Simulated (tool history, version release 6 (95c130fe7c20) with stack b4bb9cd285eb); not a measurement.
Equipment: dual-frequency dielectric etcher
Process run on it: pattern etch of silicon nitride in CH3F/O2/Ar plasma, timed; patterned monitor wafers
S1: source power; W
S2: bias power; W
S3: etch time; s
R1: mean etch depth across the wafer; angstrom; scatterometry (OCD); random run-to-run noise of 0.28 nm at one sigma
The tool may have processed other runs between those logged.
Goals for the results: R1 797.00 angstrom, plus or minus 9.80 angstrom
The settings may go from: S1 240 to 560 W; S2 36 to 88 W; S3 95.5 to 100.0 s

run	hour	S1	S2	S3	R1
1	0.0	400	62	95.5	665.58
2	1.3	430	63	95.5	691.82
3	2.9	390	63	95.5	660.83
4	6.1	420	63	95.5	685.84
5	6.9	390	63	95.5	661.58
6	10.6	390	63	95.5	661.11
7	18.0	420	63	95.5	685.99
8	25.9	500	65	95.5	751.80
9	27.6	510	65	95.5	758.17
10	35.1	520	65	95.5	765.66
11	39.6	530	65	95.5	770.00

4 candidate next runs follow, results not yet known. Just one meets every target within its allowed miss. Identify it.
A	44.1	540	66	97.0	?
B	44.1	480	67	96.0	?
C	44.1	560	69	96.5	?
D	44.1	490	68	97.5	?

move	R1
A	795.54
B	749.58
C	816.87
D	772.54
A: all results in spec
B: the biggest miss grows against the last run
C: moves the result that the last run missed by most past its target, out the other side
D: nearer than the last run, and not there yet
The right move is A.
